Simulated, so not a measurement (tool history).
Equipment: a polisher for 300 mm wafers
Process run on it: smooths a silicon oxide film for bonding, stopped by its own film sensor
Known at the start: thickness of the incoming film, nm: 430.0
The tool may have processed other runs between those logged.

| run | hour | flow of slurry (ml/min) | pressure of the wafer on the pad (psi) | speed of the pad under the wafer (cm/s) | abrasive content of the slurry | target thickness at which the film sensor stops the polish (nm) | time until the film sensor stopped the polish (s) |
|---|---|---|---|---|---|---|---|
| 1 | 0 | 225 | 2.6 | 70 | 1 | 397 | 52.598 |
| 2 | 8.7 | 225 | 2.9 | 70 | 1 | 397 | 46.658 |
| 3 | 15.6 | 225 | 2.9 | 70 | 0.8 | 397 | 51.468 |
| 4 | 18.9 | 225 | 2.9 | 82 | 0.8 | 397 | 44.834 |
| 5 | 23.3 | 175 | 2.9 | 82 | 0.8 | 397 | 46.575 |
| 6 | 24.9 | 185 | 3.1 | 82 | 0.8 | 397 | 43.998 |
| 7 | 32.8 | 200 | 3.3 | 82 | 0.8 | 397 | 40.269 |

Run 8 has not been measured yet. What should we expect?
| 8 | 33.7 | 220 | 3.8 | 82 | 0.8 | 397 | ? |

Run 8 gave time until the film sensor stopped the polish (s) 34.409.
